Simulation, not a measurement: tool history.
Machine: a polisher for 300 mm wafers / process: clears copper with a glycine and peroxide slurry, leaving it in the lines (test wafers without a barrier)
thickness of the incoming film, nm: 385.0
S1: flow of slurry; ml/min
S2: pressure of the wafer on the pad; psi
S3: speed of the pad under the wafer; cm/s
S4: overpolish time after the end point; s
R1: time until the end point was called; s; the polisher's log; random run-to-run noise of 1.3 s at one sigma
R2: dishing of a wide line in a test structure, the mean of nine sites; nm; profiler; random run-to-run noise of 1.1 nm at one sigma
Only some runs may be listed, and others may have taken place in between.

run 1 hour=0.0 | S1=185 S2=2.1 S3=102 S4=29 | R1=91.265 R2=62.347
run 2 hour=3.1 | S1=185 S2=2.0 S3=102 S4=29 | R1=96.544 R2=61.064
run 3 hour=7.9 | S1=185 S2=2.0 S3=114 S4=29 | R1=86.370 R2=63.435
run 4 hour=9.3 | S1=185 S2=2.0 S3=94 S4=29 | R1=102.480 R2=58.860
run 5 hour=17.2 | S1=185 S2=2.0 S3=94 S4=40 | R1=101.370 R2=67.695
run 6 hour=23.1 | S1=185 S2=2.0 S3=94 S4=50 | R1=100.970 R2=75.807
run 7 hour=31.1 | S1=185 S2=1.9 S3=94 S4=48 | R1=104.790 R2=73.533
run 8 hour=35.5 | S1=185 S2=1.8 S3=94 S4=46 | R1=110.400 R2=71.114
run 9 hour=36.7 | S1=185 S2=1.8 S3=94 S4=43 | R1=109.990 R2=67.254
run 10 hour=37.6 | S1=185 S2=1.8 S3=94 S4=41 | R1=109.490 R2=64.390
run 11 hour=46.5 | S1=185 S2=1.7 S3=94 S4=40 | R1=114.670 R2=63.539
run 12 hour=51.1 | S1=185 S2=1.7 S3=94 S4=38 | R1=117.050 R2=63.004

Run 13 is up next; what results do you expect?
run 13 hour=53.3 | S1=180 S2=1.3 S3=94 S4=26 | R1=? R2=?

R1: 140.940 s
R2: 41.330 nm
